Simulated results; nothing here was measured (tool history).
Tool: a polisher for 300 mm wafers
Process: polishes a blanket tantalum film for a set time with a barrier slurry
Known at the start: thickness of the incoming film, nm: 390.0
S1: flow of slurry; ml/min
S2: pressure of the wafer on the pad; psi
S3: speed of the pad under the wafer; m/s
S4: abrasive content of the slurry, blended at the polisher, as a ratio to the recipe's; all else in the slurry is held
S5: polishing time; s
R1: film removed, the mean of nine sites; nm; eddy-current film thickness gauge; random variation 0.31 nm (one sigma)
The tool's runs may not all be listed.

{"run": 1, "day": 0.0, "S1": 265, "S2": 2, "S3": 1.14, "S4": 1, "S5": 33, "R1": 76.701}
{"run": 2, "day": 0.321, "S1": 265, "S2": 1.6, "S3": 1, "S4": 1, "S5": 33, "R1": 56.78}
{"run": 3, "day": 0.379, "S1": 265, "S2": 1.4, "S3": 0.88, "S4": 1, "S5": 33, "R1": 44.262}
{"run": 4, "day": 0.554, "S1": 300, "S2": 1.4, "S3": 0.88, "S4": 1, "S5": 33, "R1": 44.705}
{"run": 5, "day": 0.917, "S1": 250, "S2": 1.4, "S3": 0.88, "S4": 1, "S5": 33, "R1": 43.546}
{"run": 6, "day": 1.179, "S1": 250, "S2": 1.4, "S3": 0.88, "S4": 0.9, "S5": 33, "R1": 43.745}
{"run": 7, "day": 1.517, "S1": 250, "S2": 1.2, "S3": 0.84, "S4": 0.9, "S5": 33, "R1": 35.611}
{"run": 8, "day": 1.588, "S1": 245, "S2": 1.1, "S3": 0.84, "S4": 0.9, "S5": 33, "R1": 32.532}
{"run": 9, "day": 1.862, "S1": 240, "S2": 1.1, "S3": 0.84, "S4": 0.9, "S5": 33, "R1": 32.746}
{"run": 10, "day": 2.108, "S1": 230, "S2": 1.1, "S3": 0.84, "S4": 0.9, "S5": 33, "R1": 32.585}
{"run": 11, "day": 2.433, "S1": 220, "S2": 1.1, "S3": 0.84, "S4": 0.9, "S5": 33, "R1": 32.46}

Forecast run 12:
{"run": 12, "day": 2.788, "S1": 215, "S2": 1.1, "S3": 0.84, "S4": 0.9, "S5": 33, "R1": "?"}

Run 12 gave R1 32.037 nm.
